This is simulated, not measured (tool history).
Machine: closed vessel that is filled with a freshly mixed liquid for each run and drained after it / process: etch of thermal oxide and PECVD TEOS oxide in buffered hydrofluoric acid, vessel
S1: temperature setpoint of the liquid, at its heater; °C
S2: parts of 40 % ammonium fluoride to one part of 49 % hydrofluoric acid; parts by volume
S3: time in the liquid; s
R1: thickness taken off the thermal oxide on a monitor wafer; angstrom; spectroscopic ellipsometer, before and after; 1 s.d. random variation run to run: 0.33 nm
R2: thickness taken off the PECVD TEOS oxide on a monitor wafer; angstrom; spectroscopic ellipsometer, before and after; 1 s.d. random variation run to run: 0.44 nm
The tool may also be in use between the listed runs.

run 1 hour=0.0 | S1=21.0 S2=19.0 S3=90 | R1=466.85 R2=790.04
run 2 hour=1.1 | S1=21.0 S2=16.5 S3=90 | R1=541.44 R2=913.15
run 3 hour=4.1 | S1=21.0 S2=16.5 S3=105 | R1=635.91 R2=1053.80
run 4 hour=6.4 | S1=21.0 S2=16.5 S3=85 | R1=504.56 R2=858.43
run 5 hour=12.5 | S1=22.0 S2=16.5 S3=85 | R1=538.90 R2=911.27
run 6 hour=20.3 | S1=22.0 S2=16.5 S3=70 | R1=442.90 R2=747.81
run 7 hour=27.1 | S1=23.5 S2=16.5 S3=70 | R1=475.97 R2=816.51
run 8 hour=28.9 | S1=24.5 S2=16.5 S3=70 | R1=508.43 R2=851.23
run 9 hour=33.9 | S1=25.5 S2=16.5 S3=70 | R1=537.79 R2=903.71

Run 10, settings as shown, results not yet in. Your forecast:
run 10 hour=40.2 | S1=26.0 S2=16.5 S3=70 | R1=? R2=?

Run 10 gave R1 547.89 angstrom, R2 929.79 angstrom.
